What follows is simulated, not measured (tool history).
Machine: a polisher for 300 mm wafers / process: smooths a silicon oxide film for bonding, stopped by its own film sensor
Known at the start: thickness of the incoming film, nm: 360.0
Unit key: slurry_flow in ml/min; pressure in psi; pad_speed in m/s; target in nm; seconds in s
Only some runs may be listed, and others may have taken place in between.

{"run": 1, "hour": 0.0, "slurry_flow": 240, "pressure": 2.4, "pad_speed": 1.02, "slurry_solids": 1, "target": 285, "seconds": 81.193}
{"run": 2, "hour": 5.2, "slurry_flow": 240, "pressure": 2.2, "pad_speed": 1.02, "slurry_solids": 1, "target": 285, "seconds": 88.833}
{"run": 3, "hour": 12.6, "slurry_flow": 240, "pressure": 2, "pad_speed": 1.02, "slurry_solids": 1, "target": 285, "seconds": 96.319}
{"run": 4, "hour": 15.8, "slurry_flow": 240, "pressure": 1.9, "pad_speed": 1.02, "slurry_solids": 1, "target": 285, "seconds": 101.8}
{"run": 5, "hour": 21.1, "slurry_flow": 240, "pressure": 2.2, "pad_speed": 1.02, "slurry_solids": 1, "target": 285, "seconds": 89.695}
{"run": 6, "hour": 22.7, "slurry_flow": 240, "pressure": 2.2, "pad_speed": 0.82, "slurry_solids": 1, "target": 285, "seconds": 100.25}
{"run": 7, "hour": 31.6, "slurry_flow": 240, "pressure": 2.1, "pad_speed": 0.82, "slurry_solids": 1, "target": 285, "seconds": 105.96}

Run 8 comes next. What will it give?
{"run": 8, "hour": 38.0, "slurry_flow": 240, "pressure": 2, "pad_speed": 0.82, "slurry_solids": 1, "target": 285, "seconds": "?"}

seconds: 107.95 s

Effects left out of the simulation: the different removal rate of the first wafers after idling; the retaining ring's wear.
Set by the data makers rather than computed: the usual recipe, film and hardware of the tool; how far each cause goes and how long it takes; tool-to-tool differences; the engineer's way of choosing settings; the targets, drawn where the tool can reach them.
